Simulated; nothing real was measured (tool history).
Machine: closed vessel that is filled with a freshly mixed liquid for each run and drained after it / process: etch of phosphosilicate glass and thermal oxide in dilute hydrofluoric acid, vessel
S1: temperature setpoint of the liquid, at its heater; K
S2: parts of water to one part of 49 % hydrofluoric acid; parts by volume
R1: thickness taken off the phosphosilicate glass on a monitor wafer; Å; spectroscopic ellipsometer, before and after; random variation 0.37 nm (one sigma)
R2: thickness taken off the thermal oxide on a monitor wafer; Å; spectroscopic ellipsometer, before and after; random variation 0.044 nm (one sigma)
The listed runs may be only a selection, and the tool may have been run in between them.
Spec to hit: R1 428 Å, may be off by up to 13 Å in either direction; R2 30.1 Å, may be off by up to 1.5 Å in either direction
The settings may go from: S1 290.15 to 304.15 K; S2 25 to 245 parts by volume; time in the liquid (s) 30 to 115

{"run": 1, "day": 0.0, "S1": 296.15, "S2": 135, "time in the liquid (s)": 60, "R1": 239.38, "R2": 16.878}
{"run": 2, "day": 0.212, "S1": 296.15, "S2": 175, "time in the liquid (s)": 60, "R1": 179.89, "R2": 12.783}
{"run": 3, "day": 0.504, "S1": 297.65, "S2": 175, "time in the liquid (s)": 60, "R1": 188.4, "R2": 13.452}
{"run": 4, "day": 0.617, "S1": 297.65, "S2": 175, "time in the liquid (s)": 85, "R1": 268.11, "R2": 19.526}
{"run": 5, "day": 0.688, "S1": 298.65, "S2": 170, "time in the liquid (s)": 85, "R1": 285.66, "R2": 20.541}
{"run": 6, "day": 1.062, "S1": 298.65, "S2": 185, "time in the liquid (s)": 85, "R1": 264.84, "R2": 18.263}
{"run": 7, "day": 1.442, "S1": 299.15, "S2": 175, "time in the liquid (s)": 85, "R1": 285.95, "R2": 20.313}
{"run": 8, "day": 1.521, "S1": 301.65, "S2": 130, "time in the liquid (s)": 90, "R1": 463.82, "R2": 33.942}
{"run": 9, "day": 1.612, "S1": 301.15, "S2": 130, "time in the liquid (s)": 90, "R1": 470.89, "R2": 32.526}
{"run": 10, "day": 1.708, "S1": 300.65, "S2": 130, "time in the liquid (s)": 90, "R1": 454.09, "R2": 31.678}

Which one of the following 4 next-run settings gets every result inside its allowed miss? There is exactly one.
{"run": "A", "day": 1.804, "S1": 298.65, "S2": 125, "time in the liquid (s)": 95, "R1": "?", "R2": "?"}
{"run": "B", "day": 1.804, "S1": 302.15, "S2": 115, "time in the liquid (s)": 75, "R1": "?", "R2": "?"}
{"run": "C", "day": 1.804, "S1": 301.65, "S2": 105, "time in the liquid (s)": 70, "R1": "?", "R2": "?"}
{"run": "D", "day": 1.804, "S1": 300.65, "S2": 135, "time in the liquid (s)": 90, "R1": "?", "R2": "?"}

move=A R1=466.87 R2=33.093
move=B R1=464.26 R2=32.908
move=C R1=471.6 R2=33.428
move=D R1=437.19 R2=30.989
A: further off than the last run
B: further off than the last run
C: further off than the last run
D: each result inside its tolerance
So the answer is move D, the one that meets all the targets.

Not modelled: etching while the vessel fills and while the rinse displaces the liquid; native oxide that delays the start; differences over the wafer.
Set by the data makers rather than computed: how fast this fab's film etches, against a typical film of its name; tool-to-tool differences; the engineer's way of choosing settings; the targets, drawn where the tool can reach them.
